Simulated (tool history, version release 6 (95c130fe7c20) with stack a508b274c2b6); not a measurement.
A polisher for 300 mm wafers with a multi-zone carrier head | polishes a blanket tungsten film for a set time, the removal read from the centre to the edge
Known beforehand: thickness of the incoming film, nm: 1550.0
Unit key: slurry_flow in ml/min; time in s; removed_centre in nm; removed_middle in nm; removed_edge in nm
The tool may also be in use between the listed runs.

run  hour  slurry_flow  centre_zone  middle_zone  edge_zone  slurry_solids  time  removed_centre  removed_middle  removed_edge
  1   0.0          285         1.00         1.00       1.00           1.00    67         176.200         173.580       168.920
  2   2.0          270         0.98         0.96       0.99           0.90    58         140.560         142.600       146.150
  3   4.8          250         1.00         0.93       0.95           0.80    51         123.670         117.010       120.680
  4   8.3          245         0.98         0.91       0.93           0.75    47         112.100         105.200       108.700
  5  12.6          245         0.98         0.91       0.93           0.55    47         105.610         102.690       104.000
  6  18.5          245         0.98         0.91       0.87           0.55    47         105.550         101.910        99.738
  7  27.3          235         0.96         0.89       0.88           0.55    44          96.184          91.322        94.064

Run 8 has not been measured yet. What should we expect?
  8  32.8          230         0.94         0.88       0.87           0.55    43               ?               ?             ?

{"run 8": {"removed_centre": 92.177, "removed_middle": 88.832, "removed_edge": 90.515}}

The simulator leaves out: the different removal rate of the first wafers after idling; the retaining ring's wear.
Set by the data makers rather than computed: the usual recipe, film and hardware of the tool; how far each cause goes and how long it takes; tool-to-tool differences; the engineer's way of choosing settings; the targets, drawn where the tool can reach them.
